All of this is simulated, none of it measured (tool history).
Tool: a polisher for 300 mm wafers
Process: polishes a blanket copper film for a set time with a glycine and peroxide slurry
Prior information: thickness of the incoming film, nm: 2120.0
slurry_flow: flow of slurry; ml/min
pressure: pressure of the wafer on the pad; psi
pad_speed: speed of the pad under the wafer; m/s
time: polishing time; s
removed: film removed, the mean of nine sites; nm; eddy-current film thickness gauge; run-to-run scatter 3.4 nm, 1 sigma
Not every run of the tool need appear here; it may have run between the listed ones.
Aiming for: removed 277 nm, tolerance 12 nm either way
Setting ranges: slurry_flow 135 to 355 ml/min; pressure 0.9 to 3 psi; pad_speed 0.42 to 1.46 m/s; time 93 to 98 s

run,hour,slurry_flow,pressure,pad_speed,time,removed
1,0,225,1.9,0.94,93,423.4
2,8.7,285,1.9,0.94,93,441.33
3,12.4,285,1.9,0.94,93,430.93
4,16.4,320,1.9,0.94,93,440.24
5,23.9,320,1.9,0.94,98,462.43
6,27.1,320,1.7,0.9,98,421.51
7,35.9,320,1.5,0.86,98,371
8,43.2,320,1.4,0.84,98,342.92
9,46.3,320,1.3,0.84,98,336.88
10,50.7,320,1.2,0.82,98,305.51
11,54.6,320,1.1,0.82,98,295.34

Which of these 5 next moves meets every target?
A,58.5,265,1.1,0.68,93,?
B,58.5,325,0.9,0.78,96,?
C,58.5,250,1,0.68,98,?
D,58.5,330,1.1,0.74,97,?
E,58.5,315,1,0.76,93,?

move,removed
A,245.39
B,250.75
C,244.37
D,274.32
E,252.47
A: carries the result that was furthest off beyond its target, to the other side
B: carries the result that was furthest off beyond its target, to the other side
C: carries the result that was furthest off beyond its target, to the other side
D: in spec on every target
E: carries the result that was furthest off beyond its target, to the other side
The right move is D.

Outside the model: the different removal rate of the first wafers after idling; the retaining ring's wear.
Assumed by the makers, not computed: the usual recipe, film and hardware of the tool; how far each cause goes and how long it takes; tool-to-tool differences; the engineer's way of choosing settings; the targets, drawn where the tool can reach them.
